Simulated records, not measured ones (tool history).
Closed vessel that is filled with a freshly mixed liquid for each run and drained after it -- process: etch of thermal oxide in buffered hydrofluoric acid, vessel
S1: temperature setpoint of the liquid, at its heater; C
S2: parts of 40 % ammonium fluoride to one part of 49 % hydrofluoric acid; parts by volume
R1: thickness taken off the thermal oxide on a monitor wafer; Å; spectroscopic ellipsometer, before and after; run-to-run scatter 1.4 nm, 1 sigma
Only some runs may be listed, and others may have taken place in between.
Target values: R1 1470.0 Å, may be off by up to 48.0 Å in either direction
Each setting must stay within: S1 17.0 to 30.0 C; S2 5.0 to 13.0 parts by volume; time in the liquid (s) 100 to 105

Run 1, day 0.000: S1 22.0 C, S2 8.0 parts by volume, time in the liquid (s) 100. Result: R1 1277.5 Å.
Run 2, day 0.312: S1 22.5 C, S2 8.0 parts by volume, time in the liquid (s) 100. Result: R1 1287.8 Å.
Run 3, day 0.417: S1 19.5 C, S2 8.0 parts by volume, time in the liquid (s) 100. Result: R1 1119.6 Å.
Run 4, day 0.671: S1 20.5 C, S2 8.0 parts by volume, time in the liquid (s) 100. Result: R1 1174.3 Å.
Run 5, day 0.904: S1 21.5 C, S2 8.0 parts by volume, time in the liquid (s) 100. Result: R1 1236.0 Å.
Run 6, day 1.204: S1 21.5 C, S2 8.0 parts by volume, time in the liquid (s) 100. Result: R1 1223.3 Å.
Run 7, day 1.483: S1 22.0 C, S2 8.0 parts by volume, time in the liquid (s) 100. Result: R1 1282.7 Å.
Run 8, day 1.671: S1 22.5 C, S2 8.0 parts by volume, time in the liquid (s) 100. Result: R1 1286.7 Å.
Run 9, day 1.912: S1 23.0 C, S2 8.0 parts by volume, time in the liquid (s) 100. Result: R1 1344.5 Å.
Run 10, day 2.212: S1 23.5 C, S2 8.0 parts by volume, time in the liquid (s) 100. Result: R1 1376.3 Å.

Of the 4 settings listed for the next run, only one would bring every result within its allowed miss of target. Which one?
Run A, day 2.512: S1 22.0 C, S2 6.5 parts by volume, time in the liquid (s) 100. Result: R1 ?.
Run B, day 2.512: S1 24.5 C, S2 8.0 parts by volume, time in the liquid (s) 100. Result: R1 ?.
Run C, day 2.512: S1 24.5 C, S2 7.5 parts by volume, time in the liquid (s) 105. Result: R1 ?.
Run D, day 2.512: S1 25.0 C, S2 7.5 parts by volume, time in the liquid (s) 100. Result: R1 ?.

move      R1
   A  1577.6
   B  1468.4
   C  1653.2
   D  1617.8
A: takes the result that was furthest off past its target
B: meets every target
C: takes the result that was furthest off past its target
D: takes the result that was furthest off past its target
The right move is B.
